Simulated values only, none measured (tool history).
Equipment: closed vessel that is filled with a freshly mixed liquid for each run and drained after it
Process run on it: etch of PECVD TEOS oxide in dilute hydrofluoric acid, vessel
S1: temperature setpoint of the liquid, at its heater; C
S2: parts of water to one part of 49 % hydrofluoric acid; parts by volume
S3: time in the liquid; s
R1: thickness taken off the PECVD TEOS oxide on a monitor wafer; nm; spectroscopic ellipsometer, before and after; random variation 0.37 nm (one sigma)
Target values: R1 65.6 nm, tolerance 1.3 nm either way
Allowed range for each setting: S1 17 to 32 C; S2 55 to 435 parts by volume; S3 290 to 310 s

Run 1, day 0: S1 24 C, S2 245 parts by volume, S3 290 s. Result: R1 26.107 nm.
Run 2, day 0.038: S1 21.5 C, S2 245 parts by volume, S3 290 s. Result: R1 23.851 nm.
Run 3, day 0.367: S1 23 C, S2 225 parts by volume, S3 290 s. Result: R1 27.764 nm.
Run 4, day 0.558: S1 24.5 C, S2 225 parts by volume, S3 290 s. Result: R1 29.663 nm.
Run 5, day 0.712: S1 27.5 C, S2 225 parts by volume, S3 290 s. Result: R1 32.973 nm.
Run 6, day 1.058: S1 27.5 C, S2 225 parts by volume, S3 290 s. Result: R1 32.581 nm.
Run 7, day 1.112: S1 28 C, S2 210 parts by volume, S3 290 s. Result: R1 36.414 nm.
Run 8, day 1.304: S1 28.5 C, S2 200 parts by volume, S3 290 s. Result: R1 39.281 nm.
Run 9, day 1.45: S1 29 C, S2 190 parts by volume, S3 290 s. Result: R1 42.491 nm.
Run 10, day 1.754: S1 29.5 C, S2 180 parts by volume, S3 290 s. Result: R1 45.98 nm.
Run 11, day 1.883: S1 30 C, S2 175 parts by volume, S3 290 s. Result: R1 48.512 nm.
Run 12, day 2.208: S1 30.5 C, S2 170 parts by volume, S3 290 s. Result: R1 51.107 nm.
Run 13, day 2.492: S1 30.5 C, S2 165 parts by volume, S3 290 s. Result: R1 53.122 nm.
Run 14, day 2.608: S1 30.5 C, S2 160 parts by volume, S3 290 s. Result: R1 55.142 nm.
Run 15, day 2.717: S1 30.5 C, S2 160 parts by volume, S3 290 s. Result: R1 55.747 nm.
Run 16, day 3.004: S1 30.5 C, S2 155 parts by volume, S3 290 s. Result: R1 57.789 nm.
Run 17, day 3.346: S1 31.5 C, S2 150 parts by volume, S3 290 s. Result: R1 62.123 nm.

Next run, 4 choices. One meets every target within its allowed miss, the rest don't. Which?
Run A, day 3.688: S1 31.5 C, S2 155 parts by volume, S3 290 s. Result: R1 ?.
Run B, day 3.688: S1 27.5 C, S2 130 parts by volume, S3 310 s. Result: R1 ?.
Run C, day 3.688: S1 32 C, S2 160 parts by volume, S3 310 s. Result: R1 ?.
Run D, day 3.688: S1 32 C, S2 145 parts by volume, S3 290 s. Result: R1 ?.

move      R1
   A  59.622
   B  67.893
   C  62.412
   D  65.758
A: misses by more than the last run did
B: carries the result that was furthest off beyond its target, to the other side
C: an improvement on the last run, though not all results are within tolerance
D: meets every target
Move D is the one to make.

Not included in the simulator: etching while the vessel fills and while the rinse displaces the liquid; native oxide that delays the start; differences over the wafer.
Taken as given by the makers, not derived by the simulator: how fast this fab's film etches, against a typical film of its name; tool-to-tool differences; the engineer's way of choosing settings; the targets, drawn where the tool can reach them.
